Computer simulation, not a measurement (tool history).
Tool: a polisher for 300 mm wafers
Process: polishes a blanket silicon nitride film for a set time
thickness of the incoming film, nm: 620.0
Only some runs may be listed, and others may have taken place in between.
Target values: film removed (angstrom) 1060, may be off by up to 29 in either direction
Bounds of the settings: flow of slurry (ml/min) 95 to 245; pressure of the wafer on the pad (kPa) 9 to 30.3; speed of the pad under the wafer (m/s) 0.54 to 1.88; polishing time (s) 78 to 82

run	hour	flow of slurry (ml/min)	pressure of the wafer on the pad (kPa)	speed of the pad under the wafer (m/s)	polishing time (s)	film removed (angstrom)
1	0	155	19.3	1.2	78	1217.9
2	5.5	155	19.3	1.5	78	1435.5
3	7.8	155	19.3	1.5	78	1455.1
4	13	150	17.9	1.5	78	1371.6
5	14.7	150	16.5	1.5	78	1315.5
6	20.4	150	16.5	1.5	82	1388.9
7	27.1	150	14.5	1.5	82	1268.2
8	31.7	125	10.3	1.5	82	987.5
9	40.5	135	10.3	1.5	82	1009.2

Which one of the following 5 next-run settings gets every result inside its allowed miss? There is exactly one.
A	49.3	125	10.3	1.68	81	?
B	49.3	95	13.1	1.5	78	?
C	49.3	115	14.5	1.44	81	?
D	49.3	150	11.7	1.34	79	?
E	49.3	115	11	1.46	81	?

move	film removed (angstrom)
A	1061.4
B	997.48
C	1129.3
D	972.08
E	968.49
A: hits every target within its allowed miss
B: its largest miss is bigger than the last run's
C: takes the result that was furthest off past its target
D: its largest miss is bigger than the last run's
E: its largest miss is bigger than the last run's
Correct choice: A, which meets every target
